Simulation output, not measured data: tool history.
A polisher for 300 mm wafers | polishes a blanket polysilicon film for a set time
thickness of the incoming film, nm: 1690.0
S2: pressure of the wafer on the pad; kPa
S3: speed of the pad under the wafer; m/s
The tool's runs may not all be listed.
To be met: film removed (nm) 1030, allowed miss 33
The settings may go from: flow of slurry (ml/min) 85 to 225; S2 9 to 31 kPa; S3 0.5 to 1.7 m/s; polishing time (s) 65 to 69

Run 1, hour 0: flow of slurry (ml/min) 145, S2 20 kPa, S3 1.1 m/s, polishing time (s) 65. Result: film removed (nm) 691.5.
Run 2, hour 4: flow of slurry (ml/min) 150, S2 21.4 kPa, S3 1.1 m/s, polishing time (s) 65. Result: film removed (nm) 733.56.
Run 3, hour 9.8: flow of slurry (ml/min) 150, S2 22.8 kPa, S3 1.1 m/s, polishing time (s) 65. Result: film removed (nm) 764.36.
Run 4, hour 11.7: flow of slurry (ml/min) 125, S2 22.8 kPa, S3 1.1 m/s, polishing time (s) 65. Result: film removed (nm) 741.4.
Run 5, hour 13.9: flow of slurry (ml/min) 135, S2 24.1 kPa, S3 1.1 m/s, polishing time (s) 65. Result: film removed (nm) 776.29.
Run 6, hour 15.1: flow of slurry (ml/min) 145, S2 25.5 kPa, S3 1.1 m/s, polishing time (s) 65. Result: film removed (nm) 835.13.
Run 7, hour 19.1: flow of slurry (ml/min) 155, S2 26.2 kPa, S3 1.1 m/s, polishing time (s) 65. Result: film removed (nm) 853.77.
Run 8, hour 21.8: flow of slurry (ml/min) 160, S2 27.6 kPa, S3 1.1 m/s, polishing time (s) 65. Result: film removed (nm) 881.99.
Run 9, hour 22.5: flow of slurry (ml/min) 160, S2 28.3 kPa, S3 1.12 m/s, polishing time (s) 65. Result: film removed (nm) 909.37.
Run 10, hour 26.4: flow of slurry (ml/min) 160, S2 29 kPa, S3 1.14 m/s, polishing time (s) 65. Result: film removed (nm) 931.18.
Run 11, hour 35.2: flow of slurry (ml/min) 160, S2 29.6 kPa, S3 1.16 m/s, polishing time (s) 65. Result: film removed (nm) 978.7.
Run 12, hour 43.3: flow of slurry (ml/min) 160, S2 30.3 kPa, S3 1.16 m/s, polishing time (s) 65. Result: film removed (nm) 991.23.

Which of these 5 next moves meets every target?
Run A, hour 51.4: flow of slurry (ml/min) 140, S2 26.2 kPa, S3 1.18 m/s, polishing time (s) 69. Result: film removed (nm) ?.
Run B, hour 51.4: flow of slurry (ml/min) 175, S2 29 kPa, S3 1.08 m/s, polishing time (s) 65. Result: film removed (nm) ?.
Run C, hour 51.4: flow of slurry (ml/min) 165, S2 26.9 kPa, S3 1.22 m/s, polishing time (s) 69. Result: film removed (nm) ?.
Run D, hour 51.4: flow of slurry (ml/min) 155, S2 30.3 kPa, S3 1.14 m/s, polishing time (s) 65. Result: film removed (nm) ?.
Run E, hour 51.4: flow of slurry (ml/min) 120, S2 29.6 kPa, S3 1.24 m/s, polishing time (s) 65. Result: film removed (nm) ?.

move  film removed (nm)
   A             929.69
   B             891.24
   C               1004
   D             951.87
   E             970.57
A: further off than the last run
B: further off than the last run
C: meets every target
D: further off than the last run
E: further off than the last run
Move C is the one to make.

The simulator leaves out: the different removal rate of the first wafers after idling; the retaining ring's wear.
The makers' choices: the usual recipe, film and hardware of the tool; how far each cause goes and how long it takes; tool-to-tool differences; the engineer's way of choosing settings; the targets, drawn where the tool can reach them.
